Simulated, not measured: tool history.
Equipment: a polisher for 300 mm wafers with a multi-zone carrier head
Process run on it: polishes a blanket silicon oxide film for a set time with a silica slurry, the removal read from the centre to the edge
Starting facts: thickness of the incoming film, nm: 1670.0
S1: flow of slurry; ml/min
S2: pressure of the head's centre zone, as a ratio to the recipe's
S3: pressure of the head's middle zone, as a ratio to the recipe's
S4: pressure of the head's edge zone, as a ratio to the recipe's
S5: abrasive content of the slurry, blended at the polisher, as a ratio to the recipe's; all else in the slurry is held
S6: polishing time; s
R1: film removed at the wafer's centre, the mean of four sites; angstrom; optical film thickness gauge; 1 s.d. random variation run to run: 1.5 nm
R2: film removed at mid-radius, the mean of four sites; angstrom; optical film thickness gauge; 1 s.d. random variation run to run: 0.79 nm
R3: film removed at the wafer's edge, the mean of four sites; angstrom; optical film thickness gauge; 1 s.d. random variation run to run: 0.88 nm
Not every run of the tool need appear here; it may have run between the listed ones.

Run 1, hour 0.0: S1 295 ml/min, S2 1.00, S3 1.00, S4 1.00, S5 1.00, S6 64 s. Result: R1 1365.1 angstrom, R2 1298.3 angstrom, R3 1300.7 angstrom.
Run 2, hour 0.9: S1 295 ml/min, S2 1.00, S3 1.00, S4 1.06, S5 1.00, S6 64 s. Result: R1 1381.1 angstrom, R2 1347.9 angstrom, R3 1352.4 angstrom.
Run 3, hour 2.9: S1 295 ml/min, S2 1.00, S3 1.00, S4 1.09, S5 1.00, S6 64 s. Result: R1 1378.5 angstrom, R2 1328.3 angstrom, R3 1359.1 angstrom.
Run 4, hour 7.7: S1 295 ml/min, S2 1.00, S3 1.00, S4 1.14, S5 1.00, S6 64 s. Result: R1 1364.8 angstrom, R2 1307.2 angstrom, R3 1400.4 angstrom.
Run 5, hour 8.8: S1 295 ml/min, S2 1.00, S3 1.00, S4 1.19, S5 1.00, S6 64 s. Result: R1 1376.5 angstrom, R2 1329.9 angstrom, R3 1421.3 angstrom.
Run 6, hour 13.7: S1 295 ml/min, S2 1.00, S3 1.00, S4 1.19, S5 1.10, S6 64 s. Result: R1 1457.5 angstrom, R2 1370.5 angstrom, R3 1493.6 angstrom.
Run 7, hour 16.4: S1 295 ml/min, S2 1.00, S3 0.98, S4 1.15, S5 1.00, S6 64 s. Result: R1 1388.0 angstrom, R2 1299.4 angstrom, R3 1392.5 angstrom.
Run 8, hour 21.6: S1 290 ml/min, S2 0.99, S3 0.96, S4 1.12, S5 0.95, S6 64 s. Result: R1 1324.3 angstrom, R2 1247.5 angstrom, R3 1349.0 angstrom.
Run 9, hour 29.3: S1 290 ml/min, S2 0.99, S3 0.94, S4 1.08, S5 0.90, S6 64 s. Result: R1 1293.3 angstrom, R2 1194.3 angstrom, R3 1276.7 angstrom.
Run 10, hour 37.9: S1 285 ml/min, S2 0.98, S3 0.92, S4 1.05, S5 0.90, S6 64 s. Result: R1 1279.3 angstrom, R2 1161.1 angstrom, R3 1276.1 angstrom.
Run 11, hour 45.4: S1 285 ml/min, S2 0.98, S3 0.91, S4 1.02, S5 0.85, S6 64 s. Result: R1 1269.8 angstrom, R2 1121.4 angstrom, R3 1209.4 angstrom.
Run 12, hour 53.7: S1 280 ml/min, S2 0.97, S3 0.90, S4 1.00, S5 0.85, S6 64 s. Result: R1 1227.9 angstrom, R2 1107.0 angstrom, R3 1211.2 angstrom.
Run 13, hour 61.8: S1 280 ml/min, S2 0.97, S3 0.90, S4 0.98, S5 0.85, S6 64 s. Result: R1 1248.3 angstrom, R2 1114.0 angstrom, R3 1176.9 angstrom.
Run 14, hour 70.3: S1 275 ml/min, S2 0.96, S3 0.89, S4 0.97, S5 0.85, S6 64 s. Result: R1 1223.8 angstrom, R2 1113.0 angstrom, R3 1183.4 angstrom.

Forecast run 15:
Run 15, hour 77.3: S1 265 ml/min, S2 0.95, S3 0.84, S4 0.87, S5 0.70, S6 64 s. Result: R1 ?, R2 ?, R3 ?.

{"run 15": {"R1": 1099.7, "R2": 936.9, "R3": 1001.7}}
